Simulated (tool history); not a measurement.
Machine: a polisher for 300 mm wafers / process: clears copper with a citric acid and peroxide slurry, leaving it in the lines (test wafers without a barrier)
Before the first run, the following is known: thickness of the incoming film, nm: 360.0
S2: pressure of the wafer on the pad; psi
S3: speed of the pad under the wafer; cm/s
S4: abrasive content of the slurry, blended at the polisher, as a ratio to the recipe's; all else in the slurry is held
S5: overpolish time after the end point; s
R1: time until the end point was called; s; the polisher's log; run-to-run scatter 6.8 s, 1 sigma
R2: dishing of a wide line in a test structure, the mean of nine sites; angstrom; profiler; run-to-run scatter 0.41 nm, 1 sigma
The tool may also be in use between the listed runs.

run 1 hour=0.0 | flow_of_slurry_(ml/min)=225 S2=2.8 S3=122 S4=1.00 S5=27 | R1=141.61 R2=385.30
run 2 hour=7.9 | flow_of_slurry_(ml/min)=190 S2=2.8 S3=122 S4=1.00 S5=27 | R1=152.83 R2=383.33
run 3 hour=10.2 | flow_of_slurry_(ml/min)=190 S2=2.8 S3=122 S4=0.90 S5=27 | R1=153.68 R2=375.54
run 4 hour=14.2 | flow_of_slurry_(ml/min)=185 S2=2.4 S3=112 S4=0.90 S5=31 | R1=188.36 R2=342.60
run 5 hour=18.8 | flow_of_slurry_(ml/min)=185 S2=2.4 S3=112 S4=1.05 S5=31 | R1=185.47 R2=365.35
run 6 hour=21.8 | flow_of_slurry_(ml/min)=180 S2=2.1 S3=102 S4=1.10 S5=33 | R1=226.63 R2=316.48
-- hour=30.7 worn pad replaced by a new one
run 7 hour=30.7 | flow_of_slurry_(ml/min)=175 S2=1.9 S3=96 S4=1.10 S5=36 | R1=253.73 R2=313.36

Estimate the outcome of run 8 from the log above:
run 8 hour=31.8 | flow_of_slurry_(ml/min)=175 S2=1.7 S3=92 S4=1.10 S5=38 | R1=? R2=?

Run 8 measured R1 278.92 s, R2 297.38 angstrom.
